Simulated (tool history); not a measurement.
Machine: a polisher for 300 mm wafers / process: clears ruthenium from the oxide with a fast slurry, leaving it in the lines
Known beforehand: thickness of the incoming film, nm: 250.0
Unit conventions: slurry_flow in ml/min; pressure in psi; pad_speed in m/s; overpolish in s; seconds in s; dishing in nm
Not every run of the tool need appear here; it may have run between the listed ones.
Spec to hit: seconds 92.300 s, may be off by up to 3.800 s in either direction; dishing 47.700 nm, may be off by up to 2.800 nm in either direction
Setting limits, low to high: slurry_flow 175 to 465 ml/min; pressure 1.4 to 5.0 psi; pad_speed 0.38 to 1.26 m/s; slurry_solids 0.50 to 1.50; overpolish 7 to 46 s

run	hour	slurry_flow	pressure	pad_speed	slurry_solids	overpolish	seconds	dishing
1	0.0	295	3.2	0.82	1.00	24	57.164	65.072
2	5.1	295	2.8	0.82	1.00	24	65.606	60.004
3	9.7	295	2.5	0.82	1.00	24	73.565	56.340
4	18.7	295	2.9	0.82	1.00	24	64.088	60.859
5	19.7	295	2.9	0.82	0.80	24	71.282	56.430
6	26.3	295	2.9	1.00	0.80	24	58.876	65.146
7	28.8	295	2.6	1.00	0.80	24	66.483	60.763
8	33.1	295	2.4	1.00	0.80	24	71.051	58.842
9	40.9	295	2.4	1.00	0.80	24	70.157	56.592
# hour 49.5: slurry nozzle cleaned
10	49.5	295	2.2	1.00	0.80	24	73.210	56.956
11	56.3	295	2.0	1.00	0.80	24	78.148	53.311
12	58.9	295	1.9	1.00	0.80	24	83.256	51.014
13	64.8	295	1.6	1.00	0.80	24	96.516	44.823

Next run, 5 choices. One meets every target within its allowed miss, the rest don't. Which?
A	70.7	280	1.4	1.06	0.80	31	?	?
B	70.7	385	1.9	0.96	0.80	23	?	?
C	70.7	285	1.6	0.92	0.85	24	?	?
D	70.7	205	1.8	1.14	0.65	25	?	?
E	70.7	365	1.7	0.94	0.75	22	?	?

move	seconds	dishing
A	103.730	51.461
B	85.486	47.238
C	102.670	42.003
D	91.988	47.632
E	100.150	39.840
A: the biggest miss grows against the last run
B: takes the biggest miss from the last run beyond its target
C: the biggest miss grows against the last run
D: hits every target within its allowed miss
E: the biggest miss grows against the last run
So the answer is move D, the one that meets all the targets.

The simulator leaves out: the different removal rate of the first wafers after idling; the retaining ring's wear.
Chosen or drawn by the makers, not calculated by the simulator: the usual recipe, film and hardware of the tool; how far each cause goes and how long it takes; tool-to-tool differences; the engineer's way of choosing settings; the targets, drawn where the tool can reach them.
